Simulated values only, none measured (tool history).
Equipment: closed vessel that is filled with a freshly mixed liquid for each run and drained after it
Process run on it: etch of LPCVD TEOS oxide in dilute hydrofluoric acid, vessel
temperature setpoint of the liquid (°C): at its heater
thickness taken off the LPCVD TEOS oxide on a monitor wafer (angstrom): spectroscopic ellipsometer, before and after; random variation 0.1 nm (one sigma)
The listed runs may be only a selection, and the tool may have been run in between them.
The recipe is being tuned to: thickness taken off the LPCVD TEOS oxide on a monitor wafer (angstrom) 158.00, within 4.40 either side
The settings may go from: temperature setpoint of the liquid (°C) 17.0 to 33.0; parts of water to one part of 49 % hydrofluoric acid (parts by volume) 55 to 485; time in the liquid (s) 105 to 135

run    day  temperature setpoint of the liquid (°C)  parts of water to one part of 49 % hydrofluoric acid (parts by volume)  time in the liquid (s)  thickness taken off the LPCVD TEOS oxide on a monitor wafer (angstrom)
  1  0.000                                     25.0                                                                     270                     135                                                                  125.29
  2  0.054                                     26.5                                                                     270                     135                                                                  133.51
  3  0.242                                     24.0                                                                     270                     135                                                                  121.42
  4  0.475                                     24.0                                                                     270                     135                                                                  120.71
  5  0.758                                     26.0                                                                     270                     135                                                                  131.84
  6  1.125                                     26.0                                                                     270                     135                                                                  131.67
  7  1.467                                     27.0                                                                     270                     135                                                                  134.05
  8  1.688                                     28.5                                                                     270                     135                                                                  142.35

Next run, 4 choices. One meets every target within its allowed miss, the rest don't. Which?
  A  1.908                                     28.0                                                                     230                     125                                                                       ?
  B  1.908                                     32.5                                                                     260                     105                                                                       ?
  C  1.908                                     27.5                                                                     265                     135                                                                       ?
  D  1.908                                     31.5                                                                     320                     135                                                                       ?

move  thickness taken off the LPCVD TEOS oxide on a monitor wafer (angstrom)
   A                                                                  159.59
   B                                                                  133.03
   C                                                                  141.46
   D                                                                  125.64
A: in spec on every target
B: further off than the last run
C: further off than the last run
D: further off than the last run
The move that meets every target is A.
